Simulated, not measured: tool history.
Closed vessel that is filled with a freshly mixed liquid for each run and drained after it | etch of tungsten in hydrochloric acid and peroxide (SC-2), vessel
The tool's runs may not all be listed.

| run | hour | temperature setpoint of the liquid (°C) | parts of water to one part each of 37 % hydrochloric acid and 30 % peroxide (parts by volume) | time in the liquid (s) | thickness taken off the tungsten on a monitor wafer (angstrom) |
|---|---|---|---|---|---|
| 1 | 0.0 | 48.0 | 6 | 205 | 426.67 |
| 2 | 6.7 | 47.5 | 6 | 205 | 408.12 |
| 3 | 10.6 | 47.0 | 6 | 205 | 397.10 |
| 4 | 18.1 | 47.0 | 4 | 205 | 529.47 |
| 5 | 23.5 | 46.0 | 4 | 205 | 492.23 |
| 6 | 27.1 | 46.0 | 4 | 205 | 490.88 |
| 7 | 28.2 | 45.0 | 4 | 205 | 460.23 |
| 8 | 31.9 | 44.5 | 4 | 205 | 448.68 |
| 9 | 41.1 | 44.0 | 4 | 205 | 428.10 |
| 10 | 47.6 | 43.5 | 4 | 205 | 414.14 |
| 11 | 55.6 | 43.5 | 4 | 205 | 415.82 |
| 12 | 64.8 | 43.0 | 4 | 205 | 400.44 |
| 13 | 68.5 | 42.5 | 4 | 205 | 387.12 |

Forecast run 14:
| 14 | 75.7 | 42.5 | 4 | 205 | ? |

Run 14 gave thickness taken off the tungsten on a monitor wafer (angstrom) 390.58.

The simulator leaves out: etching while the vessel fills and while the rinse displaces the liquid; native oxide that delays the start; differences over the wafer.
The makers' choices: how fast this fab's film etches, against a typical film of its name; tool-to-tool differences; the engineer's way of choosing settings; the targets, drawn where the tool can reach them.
